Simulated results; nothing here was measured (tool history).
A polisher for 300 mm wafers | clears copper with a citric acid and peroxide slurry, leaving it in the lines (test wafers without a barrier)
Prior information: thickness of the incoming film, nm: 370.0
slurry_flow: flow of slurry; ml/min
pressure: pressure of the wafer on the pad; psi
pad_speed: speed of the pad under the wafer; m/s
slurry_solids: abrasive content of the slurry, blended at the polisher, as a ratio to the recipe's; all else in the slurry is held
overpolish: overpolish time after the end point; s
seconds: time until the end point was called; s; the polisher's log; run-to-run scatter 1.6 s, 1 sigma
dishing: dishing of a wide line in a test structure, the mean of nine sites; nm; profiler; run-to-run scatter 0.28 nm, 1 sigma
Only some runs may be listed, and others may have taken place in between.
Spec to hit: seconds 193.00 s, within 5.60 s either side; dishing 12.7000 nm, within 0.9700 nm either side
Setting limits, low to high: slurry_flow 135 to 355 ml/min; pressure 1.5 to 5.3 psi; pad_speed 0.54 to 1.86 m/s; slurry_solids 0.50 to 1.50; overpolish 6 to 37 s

Run 1, hour 0.0: slurry_flow 225 ml/min, pressure 3.4 psi, pad_speed 1.18 m/s, slurry_solids 1.00, overpolish 19 s. Result: seconds 136.73 s, dishing 33.5080 nm.
Run 2, hour 1.0: slurry_flow 225 ml/min, pressure 3.1 psi, pad_speed 1.18 m/s, slurry_solids 1.00, overpolish 16 s. Result: seconds 148.28 s, dishing 28.0860 nm.
Run 3, hour 9.6: slurry_flow 225 ml/min, pressure 3.1 psi, pad_speed 1.18 m/s, slurry_solids 0.90, overpolish 16 s. Result: seconds 151.61 s, dishing 27.4940 nm.
Run 4, hour 17.7: slurry_flow 210 ml/min, pressure 2.9 psi, pad_speed 1.16 m/s, slurry_solids 1.00, overpolish 14 s. Result: seconds 162.19 s, dishing 22.5220 nm.
Run 5, hour 25.3: slurry_flow 210 ml/min, pressure 2.9 psi, pad_speed 1.44 m/s, slurry_solids 1.00, overpolish 14 s. Result: seconds 136.56 s, dishing 27.7290 nm.
Run 6, hour 29.3: slurry_flow 210 ml/min, pressure 3.5 psi, pad_speed 1.44 m/s, slurry_solids 1.00, overpolish 14 s. Result: seconds 112.32 s, dishing 31.4370 nm.
Run 7, hour 35.7: slurry_flow 210 ml/min, pressure 2.5 psi, pad_speed 1.24 m/s, slurry_solids 1.00, overpolish 6 s. Result: seconds 174.94 s, dishing 9.4118 nm.
Run 8, hour 36.5: slurry_flow 180 ml/min, pressure 2.3 psi, pad_speed 1.22 m/s, slurry_solids 0.95, overpolish 14 s. Result: seconds 204.95 s, dishing 18.6020 nm.
Run 9, hour 42.9: slurry_flow 180 ml/min, pressure 2.3 psi, pad_speed 1.22 m/s, slurry_solids 0.95, overpolish 14 s. Result: seconds 203.34 s, dishing 18.1700 nm.

Of the 5 settings listed for the next run, only one would bring every result within its allowed miss of target. Which one?
Run A, hour 49.3: slurry_flow 200 ml/min, pressure 2.4 psi, pad_speed 1.16 m/s, slurry_solids 0.95, overpolish 7 s. Result: seconds ?, dishing ?.
Run B, hour 49.3: slurry_flow 135 ml/min, pressure 2.3 psi, pad_speed 1.36 m/s, slurry_solids 0.80, overpolish 16 s. Result: seconds ?, dishing ?.
Run C, hour 49.3: slurry_flow 170 ml/min, pressure 2.2 psi, pad_speed 1.24 m/s, slurry_solids 0.90, overpolish 11 s. Result: seconds ?, dishing ?.
Run D, hour 49.3: slurry_flow 140 ml/min, pressure 2.6 psi, pad_speed 1.20 m/s, slurry_solids 0.85, overpolish 9 s. Result: seconds ?, dishing ?.
Run E, hour 49.3: slurry_flow 140 ml/min, pressure 2.4 psi, pad_speed 1.24 m/s, slurry_solids 0.80, overpolish 24 s. Result: seconds ?, dishing ?.

move  seconds  dishing
   A   199.25   9.5601
   B   202.14  20.5700
   C   212.66  13.8150
   D   194.42  12.4710
   E   208.17  28.9380
A: takes the result that was furthest off past its target
B: further off than the last run
C: moves toward the targets from the last run without getting all of them in spec
D: every result within its allowed miss
E: further off than the last run
The move that meets every target is D.
